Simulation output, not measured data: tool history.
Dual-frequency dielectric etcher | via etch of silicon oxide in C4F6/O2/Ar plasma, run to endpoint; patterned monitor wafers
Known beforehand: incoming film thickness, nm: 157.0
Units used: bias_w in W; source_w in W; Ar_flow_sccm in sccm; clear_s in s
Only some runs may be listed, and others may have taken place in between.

Run 1, hour 0.0: bias_w 351 W, source_w 350 W, Ar_flow_sccm 286 sccm. Result: clear_s 41.621 s.
Run 2, hour 1.0: bias_w 351 W, source_w 320 W, Ar_flow_sccm 286 sccm. Result: clear_s 44.143 s.
Run 3, hour 2.0: bias_w 333 W, source_w 300 W, Ar_flow_sccm 288 sccm. Result: clear_s 47.689 s.
Run 4, hour 6.7: bias_w 316 W, source_w 300 W, Ar_flow_sccm 288 sccm. Result: clear_s 48.771 s.
Run 5, hour 8.3: bias_w 316 W, source_w 300 W, Ar_flow_sccm 244 sccm. Result: clear_s 47.673 s.
Run 6, hour 11.0: bias_w 301 W, source_w 290 W, Ar_flow_sccm 245 sccm. Result: clear_s 50.512 s.
Run 7, hour 11.8: bias_w 290 W, source_w 290 W, Ar_flow_sccm 245 sccm. Result: clear_s 50.911 s.
Run 8, hour 18.6: bias_w 220 W, source_w 220 W, Ar_flow_sccm 260 sccm. Result: clear_s 74.415 s.
Run 9, hour 25.8: bias_w 237 W, source_w 220 W, Ar_flow_sccm 260 sccm. Result: clear_s 70.314 s.
Run 10, hour 31.2: bias_w 237 W, source_w 220 W, Ar_flow_sccm 260 sccm. Result: clear_s 70.168 s.
Run 11, hour 32.7: bias_w 250 W, source_w 220 W, Ar_flow_sccm 260 sccm. Result: clear_s 68.363 s.
Run 12, hour 39.9: bias_w 262 W, source_w 220 W, Ar_flow_sccm 260 sccm. Result: clear_s 66.907 s.
Run 13, hour 43.0: bias_w 273 W, source_w 220 W, Ar_flow_sccm 260 sccm. Result: clear_s 65.947 s.
Run 14, hour 45.7: bias_w 284 W, source_w 220 W, Ar_flow_sccm 260 sccm. Result: clear_s 64.723 s.
Run 15, hour 53.2: bias_w 293 W, source_w 220 W, Ar_flow_sccm 260 sccm. Result: clear_s 63.152 s.
Run 16, hour 59.3: bias_w 357 W, source_w 240 W, Ar_flow_sccm 256 sccm. Result: clear_s 52.180 s.

What does the tool deliver on the next run?
Run 17, hour 61.7: bias_w 349 W, source_w 240 W, Ar_flow_sccm 256 sccm. Result: clear_s ?.

{"run 17": {"clear_s": 54.023}}
